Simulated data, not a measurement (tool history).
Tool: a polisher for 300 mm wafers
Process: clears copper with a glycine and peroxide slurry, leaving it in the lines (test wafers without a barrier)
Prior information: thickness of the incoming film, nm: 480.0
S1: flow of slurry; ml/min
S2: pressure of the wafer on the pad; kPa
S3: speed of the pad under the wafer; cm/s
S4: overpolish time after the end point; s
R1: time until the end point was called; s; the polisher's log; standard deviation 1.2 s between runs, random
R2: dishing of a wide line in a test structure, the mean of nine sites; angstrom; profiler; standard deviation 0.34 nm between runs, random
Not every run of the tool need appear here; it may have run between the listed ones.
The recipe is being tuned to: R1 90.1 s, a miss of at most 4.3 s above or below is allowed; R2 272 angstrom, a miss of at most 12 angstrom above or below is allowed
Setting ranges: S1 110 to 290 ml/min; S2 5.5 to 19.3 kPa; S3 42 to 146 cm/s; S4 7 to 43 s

run  hour   S1    S2   S3  S4      R1      R2
  1     0  185  12.4   94  22  105.71  596.71
  2   1.2  175  10.3  110  17  105.87  493.44
  3   2.4  175  10.3   88  17  124.14  442.07
  4   8.6  205  10.3   88  17   121.5  443.46
  5    16  205   8.3   88  17  135.87  405.52
  6  22.4  170   8.3   88  17  140.62  397.16
  7  30.1  185   5.5  114   7  146.39   177.7
  8  34.1  190   6.9  122   7  118.73  204.12
  9  42.3  200   7.6  122   7  115.05  218.25
 10  46.5  205   8.3  124   7  106.97  224.27
 11  48.6  205     9  124   7  104.45  239.11
 12  53.6  205     9  124   7  106.59   241.6

Which of these 4 next moves meets every target?
  A  58.6  160    9  110  10   ?   ?
  B  58.6  170  8.3  142   7   ?   ?
  C  58.6  190   11  130   7   ?   ?
  D  58.6  205  8.3  108   9   ?   ?

move      R1      R2
   A   116.4  291.05
   B  100.35  240.64
   C  88.424  270.22
   D  119.86  258.85
A: the biggest miss grows against the last run
B: nearer the targets than the last run, but a result is still out of spec
C: all results land within tolerance of their targets
D: the biggest miss grows against the last run
The right move is C.
